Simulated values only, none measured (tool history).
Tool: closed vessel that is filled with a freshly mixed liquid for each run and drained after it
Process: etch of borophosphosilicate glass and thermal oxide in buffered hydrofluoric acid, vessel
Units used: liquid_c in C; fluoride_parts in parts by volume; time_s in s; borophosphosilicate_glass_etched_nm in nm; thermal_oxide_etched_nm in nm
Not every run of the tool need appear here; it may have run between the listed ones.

run  hour  liquid_c  fluoride_parts  time_s  borophosphosilicate_glass_etched_nm  thermal_oxide_etched_nm
  1     0        23            16.5      60                               114.58                   44.161
  2   2.3        23            18.5      60                               101.66                   39.419
  3   5.6        23            18.5      35                               59.946                   23.174
  4   7.6      26.5            18.5      35                               73.038                   27.986
  5  13.1        27            18.5      35                               73.534                   28.901
  6  20.1        27            18.5      45                               94.782                   37.526
  7  27.5      26.5            18.5      45                               92.328                   36.402
  8  35.2        26            18.5      45                               90.346                   35.388

What does the tool deliver on the next run?
  9  42.5      25.5            18.5      45                                    ?                        ?

{"run 9": {"borophosphosilicate_glass_etched_nm": 86.803, "thermal_oxide_etched_nm": 33.957}}

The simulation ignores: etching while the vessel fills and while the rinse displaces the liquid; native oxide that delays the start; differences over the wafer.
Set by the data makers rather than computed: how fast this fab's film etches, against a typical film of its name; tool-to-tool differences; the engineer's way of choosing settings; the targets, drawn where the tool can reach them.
